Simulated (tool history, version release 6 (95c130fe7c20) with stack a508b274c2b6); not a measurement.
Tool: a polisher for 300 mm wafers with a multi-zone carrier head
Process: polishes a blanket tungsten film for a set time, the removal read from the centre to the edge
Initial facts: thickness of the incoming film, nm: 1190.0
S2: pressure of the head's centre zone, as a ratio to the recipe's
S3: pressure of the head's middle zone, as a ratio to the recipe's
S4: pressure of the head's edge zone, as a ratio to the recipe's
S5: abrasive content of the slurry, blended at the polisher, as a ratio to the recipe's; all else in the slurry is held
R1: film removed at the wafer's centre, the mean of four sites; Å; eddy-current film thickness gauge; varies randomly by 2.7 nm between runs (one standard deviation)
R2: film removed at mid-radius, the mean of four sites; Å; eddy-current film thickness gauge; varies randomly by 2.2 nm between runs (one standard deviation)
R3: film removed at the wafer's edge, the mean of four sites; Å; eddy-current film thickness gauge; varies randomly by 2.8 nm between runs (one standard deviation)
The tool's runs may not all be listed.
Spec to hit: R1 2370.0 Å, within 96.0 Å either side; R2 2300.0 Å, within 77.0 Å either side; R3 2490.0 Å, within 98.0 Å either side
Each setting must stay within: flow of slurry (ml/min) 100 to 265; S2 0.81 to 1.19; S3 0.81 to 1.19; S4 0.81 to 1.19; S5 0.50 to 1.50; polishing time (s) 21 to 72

run 1 hour=0.0 | flow_of_slurry_(ml/min)=170 S2=1.00 S3=1.00 S4=1.00 S5=1.00 polishing_time_(s)=46 | R1=1485.9 R2=1550.7 R3=1503.6
run 2 hour=1.6 | flow_of_slurry_(ml/min)=195 S2=1.00 S3=1.00 S4=1.00 S5=1.00 polishing_time_(s)=46 | R1=1528.8 R2=1584.3 R3=1557.5
run 3 hour=5.9 | flow_of_slurry_(ml/min)=195 S2=1.00 S3=1.00 S4=1.00 S5=1.00 polishing_time_(s)=53 | R1=1751.4 R2=1820.3 R3=1768.4
run 4 hour=10.9 | flow_of_slurry_(ml/min)=205 S2=1.01 S3=1.00 S4=1.03 S5=1.10 polishing_time_(s)=54 | R1=1832.4 R2=1916.6 R3=1873.5
-- hour=17.0 slurry nozzle cleaned
run 5 hour=17.0 | flow_of_slurry_(ml/min)=210 S2=1.02 S3=0.98 S4=1.05 S5=1.15 polishing_time_(s)=55 | R1=2096.4 R2=2066.6 R3=2022.4
run 6 hour=24.8 | flow_of_slurry_(ml/min)=210 S2=1.02 S3=0.98 S4=1.05 S5=1.15 polishing_time_(s)=47 | R1=1739.5 R2=1759.1 R3=1711.6
run 7 hour=25.3 | flow_of_slurry_(ml/min)=215 S2=1.00 S3=0.95 S4=1.08 S5=1.20 polishing_time_(s)=49 | R1=1818.2 R2=1806.5 R3=1806.1
run 8 hour=27.6 | flow_of_slurry_(ml/min)=210 S2=0.99 S3=0.93 S4=1.10 S5=1.25 polishing_time_(s)=52 | R1=1959.2 R2=1892.1 R3=1965.1
run 9 hour=28.4 | flow_of_slurry_(ml/min)=205 S2=0.98 S3=0.93 S4=1.11 S5=1.30 polishing_time_(s)=54 | R1=1997.7 R2=2031.6 R3=2085.3
run 10 hour=37.1 | flow_of_slurry_(ml/min)=205 S2=0.98 S3=0.93 S4=1.11 S5=1.30 polishing_time_(s)=54 | R1=1967.9 R2=1971.7 R3=2112.0
run 11 hour=38.1 | flow_of_slurry_(ml/min)=205 S2=0.99 S3=0.93 S4=1.12 S5=1.35 polishing_time_(s)=55 | R1=2034.7 R2=2008.1 R3=2104.4
run 12 hour=42.9 | flow_of_slurry_(ml/min)=215 S2=0.98 S3=0.92 S4=1.13 S5=1.35 polishing_time_(s)=56 | R1=2104.1 R2=2066.0 R3=2225.4
run 13 hour=49.8 | flow_of_slurry_(ml/min)=220 S2=0.98 S3=0.92 S4=1.14 S5=1.40 polishing_time_(s)=56 | R1=2108.7 R2=2060.3 R3=2201.7

Exercise: of the 5 proposed moves below, exactly one satisfies all targets within the stated allowed misses. Which move is it?
run A hour=56.7 | flow_of_slurry_(ml/min)=230 S2=0.92 S3=1.19 S4=1.03 S5=1.25 polishing_time_(s)=55 | R1=? R2=? R3=?
run B hour=56.7 | flow_of_slurry_(ml/min)=240 S2=1.14 S3=1.19 S4=0.93 S5=1.35 polishing_time_(s)=54 | R1=? R2=? R3=?
run C hour=56.7 | flow_of_slurry_(ml/min)=265 S2=1.12 S3=1.01 S4=1.01 S5=1.50 polishing_time_(s)=53 | R1=? R2=? R3=?
run D hour=56.7 | flow_of_slurry_(ml/min)=255 S2=0.98 S3=0.87 S4=1.11 S5=1.50 polishing_time_(s)=62 | R1=? R2=? R3=?
run E hour=56.7 | flow_of_slurry_(ml/min)=185 S2=0.83 S3=0.89 S4=1.19 S5=1.25 polishing_time_(s)=64 | R1=? R2=? R3=?

move=A R1=1894.6 R2=2406.8 R3=2049.8
move=B R1=2355.5 R2=2407.1 R3=1952.0
move=C R1=2343.9 R2=2190.7 R3=2054.0
move=D R1=2384.3 R2=2330.0 R3=2514.0
move=E R1=1923.7 R2=2265.2 R3=2522.5
A: takes the biggest miss from the last run beyond its target
B: takes the biggest miss from the last run beyond its target
C: misses by more than the last run did
D: each result inside its tolerance
E: gets the furthest-off result to its target, but another result is out of tolerance
Correct choice: D, which meets every target
